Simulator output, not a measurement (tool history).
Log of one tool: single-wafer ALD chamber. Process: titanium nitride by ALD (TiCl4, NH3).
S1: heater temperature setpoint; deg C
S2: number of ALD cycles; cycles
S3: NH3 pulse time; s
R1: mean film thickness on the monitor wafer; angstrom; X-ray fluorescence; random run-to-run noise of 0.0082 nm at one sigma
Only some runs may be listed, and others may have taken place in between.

Run 1, day 0.000: S1 380 deg C, S2 80 cycles, S3 2.09 s. Result: R1 17.669 angstrom.
Run 2, day 0.175: S1 380 deg C, S2 80 cycles, S3 1.65 s. Result: R1 17.446 angstrom.
Run 3, day 0.225: S1 371 deg C, S2 80 cycles, S3 1.65 s. Result: R1 17.133 angstrom.
Run 4, day 0.533: S1 368 deg C, S2 79 cycles, S3 1.50 s. Result: R1 16.639 angstrom.
Run 5, day 0.846: S1 367 deg C, S2 78 cycles, S3 1.47 s. Result: R1 16.510 angstrom.
Run 6, day 1.058: S1 367 deg C, S2 78 cycles, S3 1.86 s. Result: R1 16.606 angstrom.
Run 7, day 1.142: S1 365 deg C, S2 77 cycles, S3 1.81 s. Result: R1 16.456 angstrom.

Run 8, settings as shown, results not yet in. Your forecast:
Run 8, day 1.271: S1 363 deg C, S2 77 cycles, S3 1.72 s. Result: R1 ?.

R1: 16.266 angstrom
